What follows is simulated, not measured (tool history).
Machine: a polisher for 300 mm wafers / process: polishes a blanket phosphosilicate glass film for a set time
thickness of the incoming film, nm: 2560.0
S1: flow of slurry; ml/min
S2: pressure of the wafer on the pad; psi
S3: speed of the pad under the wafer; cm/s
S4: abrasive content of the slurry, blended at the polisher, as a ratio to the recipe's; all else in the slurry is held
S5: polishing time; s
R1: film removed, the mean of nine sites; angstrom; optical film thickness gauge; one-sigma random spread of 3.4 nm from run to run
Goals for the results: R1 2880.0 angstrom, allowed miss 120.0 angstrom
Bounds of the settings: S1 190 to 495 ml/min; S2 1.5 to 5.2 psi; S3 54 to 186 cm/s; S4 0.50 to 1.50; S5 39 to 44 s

Run 1, hour 0.0: S1 320 ml/min, S2 3.3 psi, S3 118 cm/s, S4 1.00, S5 44 s. Result: R1 4186.3 angstrom.
Run 2, hour 6.8: S1 400 ml/min, S2 3.3 psi, S3 118 cm/s, S4 1.00, S5 44 s. Result: R1 4143.5 angstrom.
Run 3, hour 9.7: S1 455 ml/min, S2 3.3 psi, S3 118 cm/s, S4 1.00, S5 44 s. Result: R1 4389.9 angstrom.
Run 4, hour 15.4: S1 455 ml/min, S2 3.3 psi, S3 118 cm/s, S4 1.10, S5 44 s. Result: R1 4439.4 angstrom.
Run 5, hour 16.4: S1 455 ml/min, S2 2.9 psi, S3 118 cm/s, S4 1.10, S5 44 s. Result: R1 3907.5 angstrom.
Run 6, hour 23.5: S1 455 ml/min, S2 2.9 psi, S3 118 cm/s, S4 1.10, S5 39 s. Result: R1 3489.5 angstrom.
Run 7, hour 25.3: S1 455 ml/min, S2 2.7 psi, S3 118 cm/s, S4 1.10, S5 39 s. Result: R1 3187.9 angstrom.
Run 8, hour 31.0: S1 455 ml/min, S2 2.6 psi, S3 118 cm/s, S4 1.10, S5 39 s. Result: R1 3045.0 angstrom.

Of the 5 settings listed for the next run, only one would bring every result within its allowed miss of target. Which one?
Run A, hour 36.7: S1 450 ml/min, S2 2.5 psi, S3 118 cm/s, S4 1.10, S5 41 s. Result: R1 ?.
Run B, hour 36.7: S1 495 ml/min, S2 2.4 psi, S3 118 cm/s, S4 0.85, S5 43 s. Result: R1 ?.
Run C, hour 36.7: S1 440 ml/min, S2 2.2 psi, S3 140 cm/s, S4 1.20, S5 40 s. Result: R1 ?.
Run D, hour 36.7: S1 415 ml/min, S2 2.9 psi, S3 86 cm/s, S4 1.00, S5 40 s. Result: R1 ?.
Run E, hour 36.7: S1 495 ml/min, S2 2.3 psi, S3 108 cm/s, S4 1.05, S5 41 s. Result: R1 ?.

move      R1
   A  3117.0
   B  2863.5
   C  3179.3
   D  2614.6
   E  2649.5
A: the biggest miss grows against the last run
B: every result within its allowed miss
C: the biggest miss grows against the last run
D: the result that was furthest off in the last run now lies on the other side of its target
E: the result that was furthest off in the last run now lies on the other side of its target
The move that meets every target is B.
